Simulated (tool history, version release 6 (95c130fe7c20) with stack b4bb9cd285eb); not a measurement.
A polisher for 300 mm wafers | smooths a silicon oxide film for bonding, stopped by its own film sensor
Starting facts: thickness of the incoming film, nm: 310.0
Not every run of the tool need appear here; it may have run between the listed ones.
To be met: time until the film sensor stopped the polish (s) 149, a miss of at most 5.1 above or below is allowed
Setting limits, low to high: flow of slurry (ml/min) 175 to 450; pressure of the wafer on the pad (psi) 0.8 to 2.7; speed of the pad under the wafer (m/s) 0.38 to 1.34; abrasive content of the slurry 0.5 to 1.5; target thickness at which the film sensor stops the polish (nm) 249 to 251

run  hour  flow of slurry (ml/min)  pressure of the wafer on the pad (psi)  speed of the pad under the wafer (m/s)  abrasive content of the slurry  target thickness at which the film sensor stops the polish (nm)  time until the film sensor stopped the polish (s)
  1     0                      290                                     1.7                                    0.86                               1                                                              251                                             110.95
  2   2.7                      335                                     1.7                                    0.86                               1                                                              251                                             108.78
  3     6                      335                                     1.7                                    0.86                               1                                                              249                                             113.24
  4   7.6                      335                                     1.7                                    0.86                             1.1                                                              249                                             107.37
  5    13                      330                                     1.6                                    0.86                             1.1                                                              249                                             113.29
  6  19.4                      330                                     1.6                                    0.86                            0.95                                                              249                                             121.47
  7  27.2                      325                                     1.5                                    0.86                            0.95                                                              249                                             128.63
  8  36.2                      320                                     1.4                                    0.86                            0.95                                                              249                                             134.59

Of the 4 settings listed for the next run, only one would bring every result within its allowed miss of target. Which one?
  A  45.2                      315                                     1.4                                     0.8                             0.9                                                              251                                                  ?
  B  45.2                      380                                     1.4                                    0.88                            0.85                                                              249                                                  ?
  C  45.2                      330                                     1.2                                    0.92                            0.85                                                              250                                                  ?
  D  45.2                      335                                     0.9                                    0.96                             0.9                                                              251                                                  ?

move  time until the film sensor stopped the polish (s)
   A                                             140.11
   B                                             140.17
   C                                             150.43
   D                                             165.58
A: moves toward the targets from the last run without getting all of them in spec
B: moves toward the targets from the last run without getting all of them in spec
C: every result lands within tolerance
D: the result that was furthest off in the last run now lies on the other side of its target
C is the move that brings every result within its allowed miss.
